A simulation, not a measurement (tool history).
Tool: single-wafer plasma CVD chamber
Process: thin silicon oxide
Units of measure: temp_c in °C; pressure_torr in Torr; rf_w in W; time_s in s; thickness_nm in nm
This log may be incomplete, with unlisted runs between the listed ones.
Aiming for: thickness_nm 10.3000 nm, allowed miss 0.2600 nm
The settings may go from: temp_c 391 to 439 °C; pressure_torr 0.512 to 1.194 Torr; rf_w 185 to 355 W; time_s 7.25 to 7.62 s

run	hour	temp_c	pressure_torr	rf_w	time_s	thickness_nm
1	0.0	415	0.853	270	7.62	14.2110
2	1.9	422	0.853	270	7.62	14.2060
3	6.9	422	0.808	270	7.62	13.4860
4	11.2	422	0.772	270	7.62	12.7860
5	11.8	422	0.772	270	7.62	12.8010
6	17.3	422	0.772	295	7.62	13.3310
7	24.4	422	0.740	295	7.62	12.7490
8	32.6	422	0.714	295	7.62	12.0950
9	39.9	422	0.697	295	7.62	11.8360
10	46.5	422	0.683	295	7.62	11.4640
11	55.3	422	0.673	295	7.62	11.2550
12	64.0	422	0.665	295	7.62	11.1220
13	65.1	422	0.665	295	7.62	11.1040
14	70.8	422	0.658	295	7.62	10.9810
15	71.6	422	0.652	295	7.62	10.8500
16	79.2	422	0.647	295	7.62	10.7650
17	80.1	422	0.643	295	7.62	10.5900
18	87.7	422	0.641	295	7.62	10.5770

Which one of the following 5 next-run settings gets every result inside its allowed miss? There is exactly one.
A	95.3	416	0.647	330	7.50	?
B	95.3	425	0.691	295	7.25	?
C	95.3	400	0.634	340	7.62	?
D	95.3	413	0.618	310	7.25	?
E	95.3	416	0.688	260	7.25	?

move	thickness_nm
A	11.2630
B	11.1820
C	11.4040
D	9.9768
E	10.4600
A: lands further from the targets than the last run did
B: lands further from the targets than the last run did
C: lands further from the targets than the last run did
D: pushes the last run's worst result past its target
E: meets every target
The move that meets every target is E.
